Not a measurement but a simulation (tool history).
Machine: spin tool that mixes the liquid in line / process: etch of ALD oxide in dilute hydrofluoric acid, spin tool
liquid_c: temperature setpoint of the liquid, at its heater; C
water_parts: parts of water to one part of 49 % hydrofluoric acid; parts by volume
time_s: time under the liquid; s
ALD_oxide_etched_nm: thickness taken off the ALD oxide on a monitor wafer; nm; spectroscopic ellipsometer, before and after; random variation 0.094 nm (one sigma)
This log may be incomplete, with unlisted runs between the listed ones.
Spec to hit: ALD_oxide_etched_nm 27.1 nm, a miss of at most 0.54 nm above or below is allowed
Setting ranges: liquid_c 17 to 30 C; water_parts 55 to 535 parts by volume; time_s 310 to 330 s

Run 1, hour 0: liquid_c 22 C, water_parts 295 parts by volume, time_s 310 s. Result: ALD_oxide_etched_nm 11.917 nm.
Run 2, hour 6.3: liquid_c 22 C, water_parts 360 parts by volume, time_s 310 s. Result: ALD_oxide_etched_nm 9.1631 nm.
Run 3, hour 11.7: liquid_c 22 C, water_parts 360 parts by volume, time_s 330 s. Result: ALD_oxide_etched_nm 9.7293 nm.
Run 4, hour 17.5: liquid_c 23.5 C, water_parts 330 parts by volume, time_s 330 s. Result: ALD_oxide_etched_nm 11.503 nm.
Run 5, hour 26.2: liquid_c 24.5 C, water_parts 300 parts by volume, time_s 330 s. Result: ALD_oxide_etched_nm 13.458 nm.
Run 6, hour 27.7: liquid_c 25.5 C, water_parts 275 parts by volume, time_s 330 s. Result: ALD_oxide_etched_nm 15.609 nm.
Run 7, hour 28.4: liquid_c 26 C, water_parts 260 parts by volume, time_s 330 s. Result: ALD_oxide_etched_nm 17.035 nm.
Run 8, hour 30.8: liquid_c 26.5 C, water_parts 245 parts by volume, time_s 330 s. Result: ALD_oxide_etched_nm 18.671 nm.
Run 9, hour 38.5: liquid_c 27 C, water_parts 235 parts by volume, time_s 330 s. Result: ALD_oxide_etched_nm 20.04 nm.
Run 10, hour 47.2: liquid_c 27.5 C, water_parts 225 parts by volume, time_s 330 s. Result: ALD_oxide_etched_nm 21.585 nm.
Run 11, hour 54.7: liquid_c 28 C, water_parts 220 parts by volume, time_s 330 s. Result: ALD_oxide_etched_nm 22.563 nm.
Run 12, hour 62.2: liquid_c 28 C, water_parts 220 parts by volume, time_s 330 s. Result: ALD_oxide_etched_nm 22.728 nm.
Run 13, hour 66.9: liquid_c 28.5 C, water_parts 215 parts by volume, time_s 330 s. Result: ALD_oxide_etched_nm 23.689 nm.
Run 14, hour 71.8: liquid_c 28.5 C, water_parts 215 parts by volume, time_s 330 s. Result: ALD_oxide_etched_nm 23.511 nm.
Run 15, hour 75: liquid_c 28.5 C, water_parts 210 parts by volume, time_s 330 s. Result: ALD_oxide_etched_nm 24.215 nm.
Run 16, hour 78.7: liquid_c 29.5 C, water_parts 205 parts by volume, time_s 330 s. Result: ALD_oxide_etched_nm 25.853 nm.
Run 17, hour 84.1: liquid_c 30 C, water_parts 195 parts by volume, time_s 330 s. Result: ALD_oxide_etched_nm 28.219 nm.
Run 18, hour 88.8: liquid_c 30 C, water_parts 195 parts by volume, time_s 330 s. Result: ALD_oxide_etched_nm 28.227 nm.

4 candidate next runs follow, results not yet known. Just one meets every target within its allowed miss. Identify it.
Run A, hour 93.5: liquid_c 30 C, water_parts 185 parts by volume, time_s 320 s. Result: ALD_oxide_etched_nm ?.
Run B, hour 93.5: liquid_c 27 C, water_parts 170 parts by volume, time_s 330 s. Result: ALD_oxide_etched_nm ?.
Run C, hour 93.5: liquid_c 29 C, water_parts 170 parts by volume, time_s 310 s. Result: ALD_oxide_etched_nm ?.
Run D, hour 93.5: liquid_c 28.5 C, water_parts 190 parts by volume, time_s 325 s. Result: ALD_oxide_etched_nm ?.

move  ALD_oxide_etched_nm
   A               28.902
   B               29.675
   C               29.967
   D               26.946
A: its largest miss is bigger than the last run's
B: its largest miss is bigger than the last run's
C: its largest miss is bigger than the last run's
D: all results in spec
Correct choice: D, which meets every target
